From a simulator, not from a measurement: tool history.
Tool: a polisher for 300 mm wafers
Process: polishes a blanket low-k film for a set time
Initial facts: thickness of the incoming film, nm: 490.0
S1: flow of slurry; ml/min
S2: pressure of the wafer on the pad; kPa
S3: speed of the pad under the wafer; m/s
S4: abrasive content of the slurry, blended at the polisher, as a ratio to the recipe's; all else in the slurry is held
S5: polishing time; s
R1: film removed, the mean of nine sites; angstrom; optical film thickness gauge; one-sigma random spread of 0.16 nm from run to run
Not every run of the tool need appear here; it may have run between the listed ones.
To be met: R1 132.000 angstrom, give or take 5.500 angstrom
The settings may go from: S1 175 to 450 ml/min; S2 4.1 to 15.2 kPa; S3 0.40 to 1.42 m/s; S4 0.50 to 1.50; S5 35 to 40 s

run 1 hour=0.0 | S1=290 S2=9.7 S3=0.90 S4=1.00 S5=40 | R1=108.320
run 2 hour=2.4 | S1=290 S2=9.7 S3=0.90 S4=0.90 S5=40 | R1=98.772
run 3 hour=7.3 | S1=240 S2=9.7 S3=0.90 S4=0.90 S5=40 | R1=98.149
run 4 hour=15.4 | S1=240 S2=9.7 S3=0.90 S4=0.90 S5=35 | R1=85.576
run 5 hour=23.2 | S1=240 S2=11.0 S3=0.90 S4=0.90 S5=35 | R1=99.203
run 6 hour=28.1 | S1=255 S2=11.7 S3=0.90 S4=0.90 S5=35 | R1=104.950
run 7 hour=36.2 | S1=260 S2=12.4 S3=0.90 S4=0.90 S5=35 | R1=111.620
run 8 hour=41.6 | S1=265 S2=13.1 S3=0.90 S4=0.90 S5=35 | R1=117.330
run 9 hour=43.8 | S1=270 S2=13.8 S3=0.90 S4=0.90 S5=35 | R1=123.450

Which single option among these 4 for the next run brings every result within its allowed miss of target? Just one does.
run A hour=46.0 | S1=245 S2=13.8 S3=0.80 S4=0.90 S5=35 | R1=?
run B hour=46.0 | S1=265 S2=13.1 S3=0.82 S4=0.80 S5=38 | R1=?
run C hour=46.0 | S1=310 S2=12.4 S3=0.72 S4=1.10 S5=36 | R1=?
run D hour=46.0 | S1=315 S2=13.1 S3=1.02 S4=0.75 S5=40 | R1=?

move=A R1=109.950
move=B R1=107.930
move=C R1=108.060
move=D R1=131.260
A: moves away from the targets compared with the last run
B: moves away from the targets compared with the last run
C: moves away from the targets compared with the last run
D: every result lands within tolerance
D meets every target.
